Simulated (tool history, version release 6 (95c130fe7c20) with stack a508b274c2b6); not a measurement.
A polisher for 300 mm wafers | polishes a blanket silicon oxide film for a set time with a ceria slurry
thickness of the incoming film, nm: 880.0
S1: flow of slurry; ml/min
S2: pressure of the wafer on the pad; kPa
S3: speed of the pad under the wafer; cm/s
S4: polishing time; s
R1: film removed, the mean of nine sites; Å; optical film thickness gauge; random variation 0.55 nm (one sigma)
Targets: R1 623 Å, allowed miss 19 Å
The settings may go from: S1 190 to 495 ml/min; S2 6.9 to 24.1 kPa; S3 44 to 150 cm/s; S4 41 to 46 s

run,hour,S1,S2,S3,S4,R1
1,0,320,15.2,96,46,1323.5
2,1.7,320,13.1,90,46,1065.4
3,7.6,320,11,88,46,893.56
4,14.3,320,9.7,86,46,760.82
5,19.1,320,9,86,46,729.06
6,22,320,9,86,46,730.88
7,25.2,320,8.3,86,46,683.89
8,31.8,320,6.9,86,46,565.53

Which of these 4 next moves meets every target?
A,38.4,235,6.9,92,41,?
B,38.4,190,7.6,98,46,?
C,38.4,320,9,80,45,?
D,38.4,315,7.6,92,44,?

move,R1
A,521.03
B,664.38
C,665.1
D,623.39
A: further off than the last run
B: takes the result that was furthest off past its target
C: takes the result that was furthest off past its target
D: meets every target
The right move is D.
